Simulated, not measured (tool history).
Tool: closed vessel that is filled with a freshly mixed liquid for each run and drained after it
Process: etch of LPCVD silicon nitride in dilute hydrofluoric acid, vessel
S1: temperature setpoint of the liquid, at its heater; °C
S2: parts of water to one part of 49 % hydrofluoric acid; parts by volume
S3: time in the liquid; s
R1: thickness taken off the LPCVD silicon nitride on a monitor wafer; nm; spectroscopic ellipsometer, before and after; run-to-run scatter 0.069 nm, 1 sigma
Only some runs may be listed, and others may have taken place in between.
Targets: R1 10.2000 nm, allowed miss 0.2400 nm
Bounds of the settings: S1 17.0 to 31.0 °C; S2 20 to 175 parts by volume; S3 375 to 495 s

Run 1, hour 0.0: S1 23.0 °C, S2 95 parts by volume, S3 495 s. Result: R1 3.0197 nm.
Run 2, hour 2.7: S1 23.0 °C, S2 65 parts by volume, S3 495 s. Result: R1 4.4175 nm.
Run 3, hour 11.0: S1 25.5 °C, S2 65 parts by volume, S3 495 s. Result: R1 5.2365 nm.
Run 4, hour 19.6: S1 25.5 °C, S2 65 parts by volume, S3 375 s. Result: R1 3.9661 nm.
Run 5, hour 23.3: S1 25.5 °C, S2 40 parts by volume, S3 375 s. Result: R1 6.4332 nm.
Run 6, hour 28.2: S1 25.5 °C, S2 40 parts by volume, S3 495 s. Result: R1 8.4430 nm.
Run 7, hour 34.6: S1 26.0 °C, S2 40 parts by volume, S3 495 s. Result: R1 8.7488 nm.
Run 8, hour 41.1: S1 26.5 °C, S2 40 parts by volume, S3 495 s. Result: R1 9.0844 nm.
Run 9, hour 44.8: S1 27.0 °C, S2 40 parts by volume, S3 495 s. Result: R1 9.2945 nm.
Run 10, hour 48.1: S1 27.5 °C, S2 40 parts by volume, S3 495 s. Result: R1 9.7062 nm.
Run 11, hour 57.4: S1 28.0 °C, S2 40 parts by volume, S3 495 s. Result: R1 9.8591 nm.

Of the 4 settings listed for the next run, only one would bring every result within its allowed miss of target. Which one?
Run A, hour 66.7: S1 30.0 °C, S2 35 parts by volume, S3 395 s. Result: R1 ?.
Run B, hour 66.7: S1 28.0 °C, S2 35 parts by volume, S3 475 s. Result: R1 ?.
Run C, hour 66.7: S1 27.5 °C, S2 30 parts by volume, S3 375 s. Result: R1 ?.
Run D, hour 66.7: S1 29.5 °C, S2 45 parts by volume, S3 495 s. Result: R1 ?.

move       R1
   A  10.3330
   B  10.8990
   C   9.6721
   D   9.7929
A: all results in spec
B: takes the biggest miss from the last run beyond its target
C: lands further from the targets than the last run did
D: lands further from the targets than the last run did
So the answer is move A, the one that meets all the targets.
